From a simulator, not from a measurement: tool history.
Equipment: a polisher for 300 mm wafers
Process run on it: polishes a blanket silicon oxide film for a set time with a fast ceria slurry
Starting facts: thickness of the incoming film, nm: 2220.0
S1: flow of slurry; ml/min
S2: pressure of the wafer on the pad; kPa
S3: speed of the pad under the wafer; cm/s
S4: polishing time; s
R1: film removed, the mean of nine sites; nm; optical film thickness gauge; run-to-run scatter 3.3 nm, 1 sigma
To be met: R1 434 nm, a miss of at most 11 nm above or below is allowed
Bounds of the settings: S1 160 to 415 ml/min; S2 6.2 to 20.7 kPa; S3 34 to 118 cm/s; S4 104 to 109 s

run,hour,S1,S2,S3,S4,R1
1,0,265,13.1,76,104,737.72
2,8.4,260,11.7,76,104,657.68
3,16.5,300,11.7,76,104,667.48
4,20.8,300,10.3,76,104,589.17
5,27.4,300,9.7,76,104,556.76
6,29.6,300,9.7,90,104,652.53
7,34.3,275,6.2,76,104,365.87
8,40.3,300,6.2,76,104,364.67
9,44.5,305,6.2,76,104,368.4
10,50.5,310,6.2,76,104,368.87
11,54.7,315,6.2,76,104,366.46
12,58.2,315,6.9,76,104,402.54

Consider the 4 candidate settings below. Which is the only one whose results all fall within their allowed miss of target?
A,61.7,195,6.2,96,109,?
B,61.7,365,8.3,60,109,?
C,61.7,410,6.9,76,109,?
D,61.7,245,6.2,82,109,?

move,R1
A,455.9
B,406.33
C,433.07
D,403.11
A: carries the result that was furthest off beyond its target, to the other side
B: closes in on the targets versus the last run, not all within tolerance yet
C: all results in spec
D: about as far from the targets as the last run
Correct choice: C, which meets every target
